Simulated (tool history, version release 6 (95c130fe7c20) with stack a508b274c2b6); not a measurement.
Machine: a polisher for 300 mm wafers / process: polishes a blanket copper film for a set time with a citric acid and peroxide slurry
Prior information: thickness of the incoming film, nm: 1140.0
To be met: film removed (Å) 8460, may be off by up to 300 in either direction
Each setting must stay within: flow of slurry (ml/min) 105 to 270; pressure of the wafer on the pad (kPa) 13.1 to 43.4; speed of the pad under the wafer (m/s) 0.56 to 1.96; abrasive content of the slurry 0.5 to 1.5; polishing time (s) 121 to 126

run,hour,flow of slurry (ml/min),pressure of the wafer on the pad (kPa),speed of the pad under the wafer (m/s),abrasive content of the slurry,polishing time (s),film removed (Å)
1,0,175,28.3,1.26,1,121,4531.2
2,4.1,175,28.3,1.26,1,126,4750.6
3,4.8,175,31,1.26,1,126,5059.1
4,9.9,175,31,1.1,1,126,4473.3
# hour 12.9: slurry blender recalibrated
5,12.9,210,31,1.1,1,126,4967.1
6,19.6,210,31,1.1,0.8,126,4774.7
7,27,220,33.1,1.12,0.8,126,5169.2
8,29.6,225,35.2,1.16,0.8,126,5612.4
9,31.8,230,36.5,1.2,0.8,126,6170.1
10,35.1,240,43.4,1.28,0.8,126,7749.3
11,37.8,245,43.4,1.3,0.8,126,7972.8

Exactly one of the 4 candidate moves below puts every result within its allowed miss. Which one?
A,40.5,205,42.7,1.28,0.85,121,?
B,40.5,230,42.1,1.5,0.8,123,?
C,40.5,260,43.4,1.28,1.1,121,?
D,40.5,265,43.4,1.28,0.65,126,?

move,film removed (Å)
A,7346.5
B,8617.4
C,8048.1
D,7656.5
A: further off than the last run
B: hits every target within its allowed miss
C: nearer the targets than the last run, but a result is still out of spec
D: further off than the last run
So the answer is move B, the one that meets all the targets.

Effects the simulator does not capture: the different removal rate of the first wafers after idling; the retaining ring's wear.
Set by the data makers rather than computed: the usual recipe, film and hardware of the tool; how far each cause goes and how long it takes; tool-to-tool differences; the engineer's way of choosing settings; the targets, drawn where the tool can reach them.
